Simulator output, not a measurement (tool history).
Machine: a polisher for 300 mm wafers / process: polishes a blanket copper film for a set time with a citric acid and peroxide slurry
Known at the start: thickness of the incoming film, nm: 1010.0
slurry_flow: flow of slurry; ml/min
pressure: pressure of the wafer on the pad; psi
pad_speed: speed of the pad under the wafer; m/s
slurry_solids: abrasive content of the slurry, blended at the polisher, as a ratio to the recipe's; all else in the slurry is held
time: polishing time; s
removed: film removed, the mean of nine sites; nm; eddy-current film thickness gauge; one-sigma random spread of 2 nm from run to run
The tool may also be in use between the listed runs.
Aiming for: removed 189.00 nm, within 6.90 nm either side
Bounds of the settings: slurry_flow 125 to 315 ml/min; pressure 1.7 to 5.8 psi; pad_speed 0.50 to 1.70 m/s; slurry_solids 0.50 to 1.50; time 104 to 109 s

{"run": 1, "hour": 0.0, "slurry_flow": 205, "pressure": 3.7, "pad_speed": 1.1, "slurry_solids": 1.0, "time": 104, "removed": 329.03}
{"run": 2, "hour": 7.1, "slurry_flow": 205, "pressure": 3.1, "pad_speed": 1.1, "slurry_solids": 1.0, "time": 104, "removed": 278.8}
{"run": 3, "hour": 11.6, "slurry_flow": 230, "pressure": 3.1, "pad_speed": 1.1, "slurry_solids": 1.0, "time": 104, "removed": 277.84}
{"run": 4, "hour": 18.5, "slurry_flow": 230, "pressure": 3.1, "pad_speed": 1.1, "slurry_solids": 0.8, "time": 104, "removed": 272.47}
{"run": 5, "hour": 21.0, "slurry_flow": 270, "pressure": 3.1, "pad_speed": 1.1, "slurry_solids": 0.8, "time": 104, "removed": 278.71}
{"run": 6, "hour": 23.6, "slurry_flow": 270, "pressure": 2.7, "pad_speed": 1.1, "slurry_solids": 0.8, "time": 104, "removed": 245.97}
{"run": 7, "hour": 30.5, "slurry_flow": 270, "pressure": 2.4, "pad_speed": 1.1, "slurry_solids": 0.8, "time": 104, "removed": 216.38}
{"run": 8, "hour": 35.0, "slurry_flow": 270, "pressure": 2.4, "pad_speed": 1.1, "slurry_solids": 0.8, "time": 104, "removed": 213.55}
{"run": 9, "hour": 43.1, "slurry_flow": 260, "pressure": 1.9, "pad_speed": 1.1, "slurry_solids": 0.8, "time": 104, "removed": 169.45}
{"run": 10, "hour": 47.7, "slurry_flow": 270, "pressure": 2.0, "pad_speed": 1.1, "slurry_solids": 0.8, "time": 104, "removed": 183.72}

Which single option among these 4 for the next run brings every result within its allowed miss of target? Just one does.
{"run": "A", "hour": 52.3, "slurry_flow": 315, "pressure": 2.1, "pad_speed": 0.98, "slurry_solids": 0.85, "time": 104, "removed": "?"}
{"run": "B", "hour": 52.3, "slurry_flow": 275, "pressure": 1.9, "pad_speed": 1.1, "slurry_solids": 0.75, "time": 104, "removed": "?"}
{"run": "C", "hour": 52.3, "slurry_flow": 315, "pressure": 2.2, "pad_speed": 1.02, "slurry_solids": 0.75, "time": 107, "removed": "?"}
{"run": "D", "hour": 52.3, "slurry_flow": 290, "pressure": 2.2, "pad_speed": 1.12, "slurry_solids": 0.85, "time": 104, "removed": "?"}

move=A removed=174.99
move=B removed=172.18
move=C removed=191.59
move=D removed=206.33
A: lands further from the targets than the last run did
B: lands further from the targets than the last run did
C: all results land within tolerance of their targets
D: carries the result that was furthest off beyond its target, to the other side
So the answer is move C, the one that meets all the targets.

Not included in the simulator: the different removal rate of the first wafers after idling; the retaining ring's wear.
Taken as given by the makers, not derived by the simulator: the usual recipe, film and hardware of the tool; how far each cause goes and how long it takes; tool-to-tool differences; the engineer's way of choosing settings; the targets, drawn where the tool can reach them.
